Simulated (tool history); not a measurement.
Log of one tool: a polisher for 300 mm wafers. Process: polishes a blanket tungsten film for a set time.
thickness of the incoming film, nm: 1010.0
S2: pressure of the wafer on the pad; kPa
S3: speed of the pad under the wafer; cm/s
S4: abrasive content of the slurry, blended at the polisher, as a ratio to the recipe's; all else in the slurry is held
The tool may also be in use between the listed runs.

Run 1, hour 0: flow of slurry (ml/min) 300, S2 27.6 kPa, S3 116 cm/s, S4 1, polishing time (s) 71. Result: film removed (angstrom) 3742.6.
Run 2, hour 9: flow of slurry (ml/min) 275, S2 27.6 kPa, S3 116 cm/s, S4 1, polishing time (s) 71. Result: film removed (angstrom) 3664.3.
Run 3, hour 12.1: flow of slurry (ml/min) 275, S2 27.6 kPa, S3 116 cm/s, S4 1, polishing time (s) 71. Result: film removed (angstrom) 3780.8.
Run 4, hour 20.4: flow of slurry (ml/min) 275, S2 28.3 kPa, S3 116 cm/s, S4 1, polishing time (s) 71. Result: film removed (angstrom) 3812.5.
Run 5, hour 21.3: flow of slurry (ml/min) 275, S2 29 kPa, S3 116 cm/s, S4 1, polishing time (s) 71. Result: film removed (angstrom) 3912.5.
Run 6, hour 28.7: flow of slurry (ml/min) 275, S2 29 kPa, S3 98 cm/s, S4 1, polishing time (s) 71. Result: film removed (angstrom) 3437.8.
Run 7, hour 32: flow of slurry (ml/min) 275, S2 36.5 kPa, S3 100 cm/s, S4 1, polishing time (s) 71. Result: film removed (angstrom) 4369.6.

Run 8 comes next. What will it give?
Run 8, hour 38.3: flow of slurry (ml/min) 275, S2 36.5 kPa, S3 100 cm/s, S4 1, polishing time (s) 71. Result: film removed (angstrom) ?.

film removed (angstrom): 4416
